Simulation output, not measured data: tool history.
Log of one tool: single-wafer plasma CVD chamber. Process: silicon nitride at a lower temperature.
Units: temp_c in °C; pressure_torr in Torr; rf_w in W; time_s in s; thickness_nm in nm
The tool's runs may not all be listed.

Run 1, hour 0: temp_c 350 °C, pressure_torr 2.08 Torr, rf_w 225 W, time_s 10.9 s. Result: thickness_nm 10.518 nm.
Run 2, hour 6.3: temp_c 350 °C, pressure_torr 2 Torr, rf_w 220 W, time_s 10.9 s. Result: thickness_nm 10.063 nm.
Run 3, hour 10.4: temp_c 344 °C, pressure_torr 2 Torr, rf_w 220 W, time_s 10.9 s. Result: thickness_nm 10.197 nm.
Run 4, hour 16.4: temp_c 337 °C, pressure_torr 2 Torr, rf_w 220 W, time_s 10.9 s. Result: thickness_nm 10.216 nm.
Run 5, hour 24.8: temp_c 337 °C, pressure_torr 1.91 Torr, rf_w 215 W, time_s 10.9 s. Result: thickness_nm 9.8346 nm.
Run 6, hour 31.2: temp_c 337 °C, pressure_torr 1.91 Torr, rf_w 215 W, time_s 10.9 s. Result: thickness_nm 9.8615 nm.
Run 7, hour 37.5: temp_c 337 °C, pressure_torr 1.83 Torr, rf_w 215 W, time_s 10.9 s. Result: thickness_nm 9.7506 nm.

Forecast run 8:
Run 8, hour 42.2: temp_c 337 °C, pressure_torr 1.76 Torr, rf_w 215 W, time_s 10.9 s. Result: thickness_nm ?.

thickness_nm: 9.6643 nm
